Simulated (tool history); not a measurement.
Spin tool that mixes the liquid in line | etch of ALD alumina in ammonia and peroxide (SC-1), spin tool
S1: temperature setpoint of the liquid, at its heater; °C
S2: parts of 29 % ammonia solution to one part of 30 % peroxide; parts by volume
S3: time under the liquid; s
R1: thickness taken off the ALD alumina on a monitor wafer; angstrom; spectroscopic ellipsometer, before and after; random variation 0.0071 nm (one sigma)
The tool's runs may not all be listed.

| run | hour | S1 | S2 | S3 | R1 |
|---|---|---|---|---|---|
| 1 | 0.0 | 53.0 | 1.0 | 40 | 16.128 |
| 2 | 3.9 | 49.5 | 1.0 | 40 | 13.115 |
| 3 | 7.6 | 47.5 | 1.0 | 40 | 11.543 |
| 4 | 16.1 | 46.0 | 1.0 | 40 | 10.670 |
| 5 | 20.2 | 46.0 | 1.2 | 40 | 10.917 |
| 6 | 23.0 | 51.5 | 1.2 | 40 | 14.730 |

Forecast run 7:
| 7 | 27.2 | 48.5 | 1.2 | 40 | ? |

Run 7 gave R1 12.517 angstrom.

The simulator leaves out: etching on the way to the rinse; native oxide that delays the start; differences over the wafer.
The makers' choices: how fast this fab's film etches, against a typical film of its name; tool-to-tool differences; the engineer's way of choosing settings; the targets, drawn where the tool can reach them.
